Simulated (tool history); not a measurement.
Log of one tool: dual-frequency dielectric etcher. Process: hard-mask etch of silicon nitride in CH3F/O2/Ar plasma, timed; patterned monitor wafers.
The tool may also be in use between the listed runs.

run  hour  source power (kW)  bias power (kW)  etch time (s)  mean etch depth across the wafer (angstrom)
  1     0               0.46            0.082          254.5                                       2057.3
  2   6.3               0.47            0.082          254.5                                       2081.8
  3   7.9               0.48            0.082          254.5                                       2125.5
  4  10.1               0.48            0.069          254.5                                         2020
  5  12.4               0.48            0.069          254.5                                       1992.6
  6  16.8               0.56            0.069          254.5                                         2171

The next listed run, before its measurement:
  7  25.7               0.57            0.069          254.5                                            ?

mean etch depth across the wafer (angstrom): 2176.8
